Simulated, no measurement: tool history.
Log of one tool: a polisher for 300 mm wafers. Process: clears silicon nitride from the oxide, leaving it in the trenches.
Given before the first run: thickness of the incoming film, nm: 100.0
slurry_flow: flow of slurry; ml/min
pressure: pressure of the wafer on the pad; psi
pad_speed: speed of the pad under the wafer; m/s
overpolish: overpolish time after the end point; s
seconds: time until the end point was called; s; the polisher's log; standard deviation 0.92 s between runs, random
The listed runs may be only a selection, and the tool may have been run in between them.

run 1 hour=0 | slurry_flow=120 pressure=2.3 pad_speed=1.16 overpolish=4 | seconds=145.53
run 2 hour=0.8 | slurry_flow=120 pressure=2.4 pad_speed=1.16 overpolish=4 | seconds=142.24
run 3 hour=9.5 | slurry_flow=105 pressure=2.4 pad_speed=1.16 overpolish=4 | seconds=145.37
run 4 hour=17.7 | slurry_flow=105 pressure=2.4 pad_speed=1.26 overpolish=4 | seconds=135.91
run 5 hour=18.7 | slurry_flow=105 pressure=2.8 pad_speed=1.26 overpolish=4 | seconds=116.88
run 6 hour=23.1 | slurry_flow=105 pressure=3.2 pad_speed=1.26 overpolish=4 | seconds=101.2
run 7 hour=24.9 | slurry_flow=110 pressure=3.2 pad_speed=1.26 overpolish=4 | seconds=100.43
run 8 hour=29.3 | slurry_flow=115 pressure=3.2 pad_speed=1.26 overpolish=4 | seconds=100.12
run 9 hour=31.9 | slurry_flow=115 pressure=3.3 pad_speed=1.26 overpolish=4 | seconds=93.927
run 10 hour=39.9 | slurry_flow=120 pressure=3.3 pad_speed=1.26 overpolish=4 | seconds=95.887
run 11 hour=48 | slurry_flow=120 pressure=3.5 pad_speed=1.28 overpolish=4 | seconds=89.816
-- hour=51.1 worn pad replaced by a new one
run 12 hour=51.1 | slurry_flow=120 pressure=3.6 pad_speed=1.32 overpolish=4 | seconds=73.936

The next listed run, before its measurement:
run 13 hour=53.2 | slurry_flow=115 pressure=3.6 pad_speed=1.32 overpolish=4 | seconds=?

seconds: 76.822 s

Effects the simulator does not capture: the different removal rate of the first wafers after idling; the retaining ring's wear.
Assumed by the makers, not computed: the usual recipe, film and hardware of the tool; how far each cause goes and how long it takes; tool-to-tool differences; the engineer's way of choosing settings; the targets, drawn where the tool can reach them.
